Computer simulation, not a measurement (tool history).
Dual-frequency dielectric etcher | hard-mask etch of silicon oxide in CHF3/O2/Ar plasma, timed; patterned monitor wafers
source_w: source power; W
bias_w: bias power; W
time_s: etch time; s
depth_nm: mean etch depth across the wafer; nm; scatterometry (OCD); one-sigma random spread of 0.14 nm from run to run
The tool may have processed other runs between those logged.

| run | hour | source_w | bias_w | time_s | depth_nm |
|---|---|---|---|---|---|
| 1 | 0 | 800 | 169 | 19.5 | 42.451 |
| 2 | 6.2 | 860 | 169 | 19.5 | 43.674 |
| 3 | 9.7 | 790 | 162 | 19.5 | 41.846 |
| 4 | 17.8 | 700 | 162 | 19.5 | 40.221 |
| 5 | 23.7 | 650 | 162 | 19.5 | 39.55 |
| 6 | 32.5 | 650 | 162 | 20.5 | 41.505 |
| 7 | 41.3 | 650 | 162 | 20.5 | 41.591 |
| 8 | 49.4 | 620 | 152 | 20.5 | 39.945 |
| 9 | 50 | 600 | 146 | 20.5 | 39.463 |

Run 10 is up next; what results do you expect?
| 10 | 57.7 | 580 | 139 | 20.5 | ? |

{"run 10": {"depth_nm": 38.149}}
